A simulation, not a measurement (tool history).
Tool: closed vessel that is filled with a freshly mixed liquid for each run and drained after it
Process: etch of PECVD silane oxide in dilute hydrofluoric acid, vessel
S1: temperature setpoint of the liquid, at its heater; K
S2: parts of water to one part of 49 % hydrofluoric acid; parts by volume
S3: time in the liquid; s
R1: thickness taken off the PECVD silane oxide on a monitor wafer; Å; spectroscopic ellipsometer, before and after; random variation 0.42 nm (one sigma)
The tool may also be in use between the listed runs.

Run 1, hour 0.0: S1 296.15 K, S2 165 parts by volume, S3 385 s. Result: R1 370.91 Å.
Run 2, hour 3.6: S1 292.65 K, S2 165 parts by volume, S3 385 s. Result: R1 325.69 Å.
Run 3, hour 12.4: S1 292.65 K, S2 165 parts by volume, S3 415 s. Result: R1 351.60 Å.
Run 4, hour 15.7: S1 292.65 K, S2 165 parts by volume, S3 385 s. Result: R1 327.74 Å.
Run 5, hour 18.0: S1 296.15 K, S2 165 parts by volume, S3 385 s. Result: R1 377.87 Å.
Run 6, hour 20.1: S1 293.15 K, S2 165 parts by volume, S3 385 s. Result: R1 332.66 Å.
Run 7, hour 22.4: S1 296.15 K, S2 155 parts by volume, S3 385 s. Result: R1 404.01 Å.
Run 8, hour 27.6: S1 298.65 K, S2 150 parts by volume, S3 385 s. Result: R1 457.45 Å.
Run 9, hour 34.2: S1 300.15 K, S2 145 parts by volume, S3 385 s. Result: R1 507.33 Å.

The next listed run, before its measurement:
Run 10, hour 43.0: S1 301.15 K, S2 145 parts by volume, S3 385 s. Result: R1 ?.

{"run 10": {"R1": 521.2}}

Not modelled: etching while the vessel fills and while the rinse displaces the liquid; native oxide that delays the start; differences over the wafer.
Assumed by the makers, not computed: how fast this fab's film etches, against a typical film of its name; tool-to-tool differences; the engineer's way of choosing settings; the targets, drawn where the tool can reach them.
